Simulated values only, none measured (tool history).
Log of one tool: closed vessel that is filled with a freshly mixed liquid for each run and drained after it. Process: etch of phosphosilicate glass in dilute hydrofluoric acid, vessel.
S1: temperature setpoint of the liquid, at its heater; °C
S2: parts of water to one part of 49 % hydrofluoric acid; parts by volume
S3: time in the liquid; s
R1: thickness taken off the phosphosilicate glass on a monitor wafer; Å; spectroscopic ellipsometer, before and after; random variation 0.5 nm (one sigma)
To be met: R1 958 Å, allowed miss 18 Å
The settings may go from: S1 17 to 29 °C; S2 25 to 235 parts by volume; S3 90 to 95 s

run,hour,S1,S2,S3,R1
1,0,21,130,90,707.33
2,4.8,22.5,130,90,748.29
3,13.5,21,130,90,703.38
4,19.5,21,130,95,749.95
5,24.4,22,130,95,776.75
6,33.3,22,90,95,1177.4
7,41.3,18,90,95,995.41
8,42.9,17.5,90,95,985.66

4 next moves are on the table. One of them brings every result within its allowed miss. Which?
A,44.5,17,80,90,?
B,44.5,17,85,90,?
C,44.5,17.5,95,95,?
D,44.5,18,90,95,?

move,R1
A,1030.2
B,964.42
C,920.5
D,997.64
A: further off than the last run
B: meets every target
C: takes the result that was furthest off past its target
D: further off than the last run
Answer: B

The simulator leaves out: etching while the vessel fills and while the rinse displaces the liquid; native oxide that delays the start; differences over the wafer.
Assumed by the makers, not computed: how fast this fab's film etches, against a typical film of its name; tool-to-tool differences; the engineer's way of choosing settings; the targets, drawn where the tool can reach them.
